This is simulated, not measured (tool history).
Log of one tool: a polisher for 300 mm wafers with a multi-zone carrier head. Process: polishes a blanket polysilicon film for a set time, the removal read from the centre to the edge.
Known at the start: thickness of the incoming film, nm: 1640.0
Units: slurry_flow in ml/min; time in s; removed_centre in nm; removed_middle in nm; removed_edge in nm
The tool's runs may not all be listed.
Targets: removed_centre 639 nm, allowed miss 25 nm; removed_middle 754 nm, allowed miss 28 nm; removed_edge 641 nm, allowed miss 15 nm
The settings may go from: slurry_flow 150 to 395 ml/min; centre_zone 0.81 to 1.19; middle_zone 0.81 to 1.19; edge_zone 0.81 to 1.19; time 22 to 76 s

run    day  slurry_flow  centre_zone  middle_zone  edge_zone  time  removed_centre  removed_middle  removed_edge
  1      0          250            1            1          1    49          483.18          472.77        452.37
  2  0.054          255            1         1.03       1.02    51           488.8          490.19        479.95
  3  0.246          255            1         1.09       1.02    51          492.68          527.37         478.7
  4  0.408          255            1         1.09       1.09    51          498.25          535.43        493.89
  5  0.454          255         1.06         1.09       1.09    51          523.91          526.09           492
  6  0.771          255         1.06         1.09       1.13    51          532.97          515.07        500.35
  7  1.012          265         1.05          1.1       1.13    53          547.48          551.26        525.04
  8  1.367          335         1.02         1.19       1.14    62          630.19          679.65        631.48

Which of these 4 next moves meets every target?
  A  1.721          345         1.07         1.11       1.19    60               ?               ?             ?
  B  1.721          395         1.08         0.97       1.12    62               ?               ?             ?
  C  1.721          290         0.98         1.19       1.06    67               ?               ?             ?
  D  1.721          395         1.08            1       1.19    59               ?               ?             ?

move  removed_centre  removed_middle  removed_edge
   A          629.11          650.25        617.84
   B          661.18           604.8        624.25
   C          644.38          761.71        643.34
   D          629.32          590.43        612.74
A: further off than the last run
B: further off than the last run
C: meets every target
D: further off than the last run
The right move is C.

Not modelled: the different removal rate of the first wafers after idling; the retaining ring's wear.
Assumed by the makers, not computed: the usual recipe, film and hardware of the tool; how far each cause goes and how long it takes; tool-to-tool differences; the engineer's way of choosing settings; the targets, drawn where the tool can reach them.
